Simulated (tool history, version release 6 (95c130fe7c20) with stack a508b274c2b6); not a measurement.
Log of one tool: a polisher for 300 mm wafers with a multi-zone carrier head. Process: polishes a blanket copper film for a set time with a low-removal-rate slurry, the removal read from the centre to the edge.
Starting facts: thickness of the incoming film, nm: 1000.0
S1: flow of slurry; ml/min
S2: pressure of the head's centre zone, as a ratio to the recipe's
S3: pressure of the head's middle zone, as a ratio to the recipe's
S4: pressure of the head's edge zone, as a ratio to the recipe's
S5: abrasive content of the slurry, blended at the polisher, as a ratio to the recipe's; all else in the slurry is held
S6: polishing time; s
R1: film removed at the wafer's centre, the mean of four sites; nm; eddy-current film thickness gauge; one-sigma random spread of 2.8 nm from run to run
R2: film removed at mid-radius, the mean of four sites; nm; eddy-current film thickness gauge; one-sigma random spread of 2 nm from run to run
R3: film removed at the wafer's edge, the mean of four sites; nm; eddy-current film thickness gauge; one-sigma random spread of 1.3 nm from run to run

Run 1, day 0.000: S1 315 ml/min, S2 1.00, S3 1.00, S4 1.00, S5 1.00, S6 51 s. Result: R1 137.69 nm, R2 133.67 nm, R3 134.63 nm.
Run 2, day 0.167: S1 245 ml/min, S2 1.00, S3 1.00, S4 1.00, S5 1.00, S6 51 s. Result: R1 132.40 nm, R2 130.36 nm, R3 133.02 nm.
Run 3, day 0.308: S1 250 ml/min, S2 1.02, S3 1.00, S4 1.03, S5 1.10, S6 53 s. Result: R1 147.70 nm, R2 135.11 nm, R3 142.19 nm.
Run 4, day 0.621: S1 250 ml/min, S2 1.02, S3 1.00, S4 1.03, S5 0.90, S6 53 s. Result: R1 143.19 nm, R2 128.93 nm, R3 137.69 nm.
Run 5, day 0.933: S1 250 ml/min, S2 1.02, S3 1.00, S4 1.03, S5 0.80, S6 53 s. Result: R1 134.83 nm, R2 131.11 nm, R3 131.84 nm.
Run 6, day 1.104: S1 205 ml/min, S2 1.02, S3 1.00, S4 1.03, S5 0.80, S6 53 s. Result: R1 133.74 nm, R2 127.25 nm, R3 131.07 nm.
Run 7, day 1.283: S1 220 ml/min, S2 1.02, S3 1.03, S4 1.06, S5 0.95, S6 55 s. Result: R1 143.19 nm, R2 137.69 nm, R3 145.59 nm.

Run 8 is up next; what results do you expect?
Run 8, day 1.621: S1 240 ml/min, S2 1.05, S3 1.06, S4 1.08, S5 1.10, S6 56 s. Result: R1 ?, R2 ?, R3 ?.

R1: 161.27 nm
R2: 154.44 nm
R3: 152.31 nm

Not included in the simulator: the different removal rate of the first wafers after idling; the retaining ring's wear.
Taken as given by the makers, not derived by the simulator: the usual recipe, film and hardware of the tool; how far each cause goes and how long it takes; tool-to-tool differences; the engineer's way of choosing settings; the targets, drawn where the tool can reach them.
